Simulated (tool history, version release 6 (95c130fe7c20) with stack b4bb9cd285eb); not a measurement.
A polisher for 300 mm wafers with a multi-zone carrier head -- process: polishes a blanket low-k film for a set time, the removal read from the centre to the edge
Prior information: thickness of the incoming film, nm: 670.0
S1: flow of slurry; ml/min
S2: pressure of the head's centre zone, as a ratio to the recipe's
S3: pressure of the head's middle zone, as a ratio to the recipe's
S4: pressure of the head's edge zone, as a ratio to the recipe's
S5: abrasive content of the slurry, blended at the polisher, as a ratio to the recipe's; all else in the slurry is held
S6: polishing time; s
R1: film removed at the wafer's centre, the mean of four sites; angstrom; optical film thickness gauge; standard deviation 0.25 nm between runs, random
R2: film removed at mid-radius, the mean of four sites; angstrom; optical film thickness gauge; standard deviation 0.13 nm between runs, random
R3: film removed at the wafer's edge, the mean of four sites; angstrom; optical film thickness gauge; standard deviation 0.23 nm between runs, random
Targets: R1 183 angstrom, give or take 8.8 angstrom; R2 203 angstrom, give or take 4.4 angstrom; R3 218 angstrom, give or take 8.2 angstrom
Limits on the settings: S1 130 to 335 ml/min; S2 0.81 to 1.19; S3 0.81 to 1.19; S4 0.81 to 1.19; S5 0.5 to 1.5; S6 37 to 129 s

run 1 hour=0 | S1=215 S2=1 S3=1 S4=1 S5=1 S6=83 | R1=287.13 R2=285.23 R3=289.97
run 2 hour=2.1 | S1=215 S2=1 S3=1 S4=1 S5=1.2 S6=83 | R1=313.62 R2=316.59 R3=327.16
run 3 hour=8.5 | S1=215 S2=1 S3=1 S4=1.05 S5=1.2 S6=83 | R1=314.97 R2=315.2 R3=332
run 4 hour=14.5 | S1=215 S2=1 S3=1 S4=1.09 S5=1.2 S6=83 | R1=313.74 R2=315.42 R3=337.5
run 5 hour=18.5 | S1=200 S2=0.95 S3=0.98 S4=1.06 S5=1 S6=82 | R1=268.1 R2=274.43 R3=292.63
run 6 hour=27 | S1=200 S2=0.99 S3=0.98 S4=1.06 S5=1 S6=82 | R1=280.3 R2=274.06 R3=294.86
run 7 hour=30.5 | S1=190 S2=0.94 S3=0.97 S4=1.05 S5=0.85 S6=81 | R1=236.73 R2=239.73 R3=259.89
run 8 hour=38.2 | S1=180 S2=0.9 S3=0.96 S4=1.01 S5=0.8 S6=81 | R1=217.36 R2=229.34 R3=245.62
run 9 hour=40.7 | S1=170 S2=0.87 S3=0.94 S4=0.98 S5=0.8 S6=81 | R1=205.6 R2=223 R3=234.21
run 10 hour=43.4 | S1=170 S2=0.87 S3=0.94 S4=0.98 S5=0.8 S6=81 | R1=204.63 R2=225.3 R3=239.7

Which single option among these 4 for the next run brings every result within its allowed miss of target? Just one does.
run A hour=46.1 | S1=180 S2=0.82 S3=0.97 S4=0.87 S5=0.8 S6=71 | R1=? R2=? R3=?
run B hour=46.1 | S1=130 S2=0.86 S3=1 S4=0.98 S5=0.75 S6=81 | R1=? R2=? R3=?
run C hour=46.1 | S1=235 S2=0.86 S3=0.93 S4=1.01 S5=0.55 S6=106 | R1=? R2=? R3=?
run D hour=46.1 | S1=150 S2=0.81 S3=0.84 S4=1.04 S5=0.85 S6=77 | R1=? R2=? R3=?

move=A R1=167.51 R2=199.64 R3=195.37
move=B R1=184.41 R2=214.66 R3=218.37
move=C R1=183.51 R2=201.8 R3=216.62
move=D R1=184.64 R2=201.99 R3=238.37
A: the furthest-off result lands on target, but another misses its tolerance
B: gains on the last run, yet a result remains outside its allowed miss
C: in spec on every target
D: the furthest-off result lands on target, but another misses its tolerance
The move that meets every target is C.

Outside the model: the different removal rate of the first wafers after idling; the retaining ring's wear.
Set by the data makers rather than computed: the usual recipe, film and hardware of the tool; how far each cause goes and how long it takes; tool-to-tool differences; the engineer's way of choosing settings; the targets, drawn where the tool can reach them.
